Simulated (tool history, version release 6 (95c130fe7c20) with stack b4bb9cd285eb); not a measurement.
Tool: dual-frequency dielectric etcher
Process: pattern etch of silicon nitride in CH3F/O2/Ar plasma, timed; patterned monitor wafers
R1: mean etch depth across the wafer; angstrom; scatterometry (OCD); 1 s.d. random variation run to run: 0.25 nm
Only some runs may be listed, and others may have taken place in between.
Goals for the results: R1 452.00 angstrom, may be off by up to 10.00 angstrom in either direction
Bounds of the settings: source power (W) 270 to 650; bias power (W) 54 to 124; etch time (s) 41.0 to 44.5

run 1 hour=0.0 | source_power_(W)=460 bias_power_(W)=89 etch_time_(s)=44.5 | R1=360.21
run 2 hour=7.8 | source_power_(W)=510 bias_power_(W)=89 etch_time_(s)=44.5 | R1=384.30
run 3 hour=12.9 | source_power_(W)=510 bias_power_(W)=89 etch_time_(s)=44.5 | R1=385.48
run 4 hour=20.5 | source_power_(W)=510 bias_power_(W)=89 etch_time_(s)=41.0 | R1=352.97
run 5 hour=25.9 | source_power_(W)=510 bias_power_(W)=101 etch_time_(s)=41.0 | R1=373.58
run 6 hour=27.3 | source_power_(W)=510 bias_power_(W)=112 etch_time_(s)=41.0 | R1=390.74
run 7 hour=31.8 | source_power_(W)=540 bias_power_(W)=114 etch_time_(s)=41.0 | R1=405.15
run 8 hour=39.4 | source_power_(W)=570 bias_power_(W)=115 etch_time_(s)=41.0 | R1=420.45

5 candidate next runs follow, results not yet known. Just one meets every target within its allowed miss. Identify it.
run A hour=47.0 | source_power_(W)=540 bias_power_(W)=96 etch_time_(s)=41.5 | R1=?
run B hour=47.0 | source_power_(W)=530 bias_power_(W)=109 etch_time_(s)=42.0 | R1=?
run C hour=47.0 | source_power_(W)=510 bias_power_(W)=124 etch_time_(s)=41.0 | R1=?
run D hour=47.0 | source_power_(W)=570 bias_power_(W)=123 etch_time_(s)=43.0 | R1=?
run E hour=47.0 | source_power_(W)=500 bias_power_(W)=111 etch_time_(s)=42.5 | R1=?

move=A R1=382.36
move=B R1=405.10
move=C R1=409.91
move=D R1=454.98
move=E R1=400.02
A: its largest miss is bigger than the last run's
B: its largest miss is bigger than the last run's
C: its largest miss is bigger than the last run's
D: in spec on every target
E: its largest miss is bigger than the last run's
Correct choice: D, which meets every target

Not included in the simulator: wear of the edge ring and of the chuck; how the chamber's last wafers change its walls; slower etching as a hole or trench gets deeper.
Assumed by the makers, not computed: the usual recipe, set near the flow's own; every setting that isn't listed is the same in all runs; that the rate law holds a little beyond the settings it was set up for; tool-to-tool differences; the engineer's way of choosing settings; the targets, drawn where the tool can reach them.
